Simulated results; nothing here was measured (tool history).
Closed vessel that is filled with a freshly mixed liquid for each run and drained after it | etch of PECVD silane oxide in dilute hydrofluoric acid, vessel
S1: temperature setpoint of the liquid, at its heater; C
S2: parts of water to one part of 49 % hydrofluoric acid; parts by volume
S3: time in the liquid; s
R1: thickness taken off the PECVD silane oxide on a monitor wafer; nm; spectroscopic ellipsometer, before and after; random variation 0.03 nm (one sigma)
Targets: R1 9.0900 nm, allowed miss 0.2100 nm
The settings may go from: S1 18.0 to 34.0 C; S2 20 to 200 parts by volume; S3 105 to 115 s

run,hour,S1,S2,S3,R1
1,0.0,26.0,110,105,16.7160
2,4.0,26.0,110,105,16.7420
3,9.7,25.0,110,105,16.1490
4,10.7,25.0,110,115,17.6320
5,19.5,24.0,115,115,16.1520
6,26.9,26.0,115,115,17.4520
7,30.8,25.0,120,115,16.0170
8,39.3,24.0,125,115,14.6610
9,41.3,23.0,130,115,13.4500
10,42.5,22.5,135,115,12.6350

5 next moves are on the table. One of them brings every result within its allowed miss. Which?
A,43.7,20.0,160,105,?
B,43.7,18.5,150,110,?
C,43.7,24.5,185,105,?
D,43.7,20.5,160,105,?
E,43.7,22.5,150,105,?

move,R1
A,8.6307
B,9.1759
C,8.6366
D,8.8026
E,10.2620
A: takes the result that was furthest off past its target
B: meets every target
C: takes the result that was furthest off past its target
D: takes the result that was furthest off past its target
E: nearer than the last run, and not there yet
Answer: B

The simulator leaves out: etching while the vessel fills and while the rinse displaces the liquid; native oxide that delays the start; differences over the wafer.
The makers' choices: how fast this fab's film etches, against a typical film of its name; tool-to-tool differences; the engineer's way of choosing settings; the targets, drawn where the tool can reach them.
